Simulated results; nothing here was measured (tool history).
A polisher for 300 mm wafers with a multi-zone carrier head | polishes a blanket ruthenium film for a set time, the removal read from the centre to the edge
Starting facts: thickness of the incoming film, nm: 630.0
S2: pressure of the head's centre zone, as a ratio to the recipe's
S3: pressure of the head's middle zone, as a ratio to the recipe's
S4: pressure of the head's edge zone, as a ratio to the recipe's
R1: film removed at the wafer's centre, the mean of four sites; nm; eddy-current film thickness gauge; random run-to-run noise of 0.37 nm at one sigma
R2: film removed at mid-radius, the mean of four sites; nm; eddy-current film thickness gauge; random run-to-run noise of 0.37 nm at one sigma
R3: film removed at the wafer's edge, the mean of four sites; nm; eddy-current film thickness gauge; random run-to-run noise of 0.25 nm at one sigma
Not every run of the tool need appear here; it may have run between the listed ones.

Run 1, day 0.000: flow of slurry (ml/min) 185, S2 1.00, S3 1.00, S4 1.00, polishing time (s) 56. Result: R1 59.478 nm, R2 59.043 nm, R3 57.841 nm.
Run 2, day 0.358: flow of slurry (ml/min) 185, S2 1.00, S3 1.06, S4 1.00, polishing time (s) 56. Result: R1 60.069 nm, R2 63.842 nm, R3 58.407 nm.
Run 3, day 0.654: flow of slurry (ml/min) 175, S2 1.00, S3 1.01, S4 0.97, polishing time (s) 49. Result: R1 51.985 nm, R2 51.390 nm, R3 49.250 nm.
Run 4, day 0.808: flow of slurry (ml/min) 170, S2 0.99, S3 0.98, S4 0.94, polishing time (s) 45. Result: R1 46.149 nm, R2 46.414 nm, R3 44.897 nm.
Run 5, day 0.917: flow of slurry (ml/min) 165, S2 1.00, S3 0.95, S4 0.92, polishing time (s) 41. Result: R1 41.975 nm, R2 40.692 nm, R3 40.226 nm.
Run 6, day 1.246: flow of slurry (ml/min) 165, S2 1.00, S3 0.95, S4 0.92, polishing time (s) 36. Result: R1 36.542 nm, R2 36.279 nm, R3 35.019 nm.
Run 7, day 1.425: flow of slurry (ml/min) 160, S2 1.01, S3 0.92, S4 0.92, polishing time (s) 35. Result: R1 35.612 nm, R2 32.914 nm, R3 33.964 nm.
Run 8, day 1.508: flow of slurry (ml/min) 155, S2 1.01, S3 0.90, S4 0.90, polishing time (s) 34. Result: R1 35.553 nm, R2 31.377 nm, R3 32.834 nm.

Run 9 comes next. What will it give?
Run 9, day 1.729: flow of slurry (ml/min) 150, S2 1.00, S3 0.89, S4 0.89, polishing time (s) 33. Result: R1 ?, R2 ?, R3 ?.

{"run 9": {"R1": 33.229, "R2": 29.918, "R3": 31.26}}
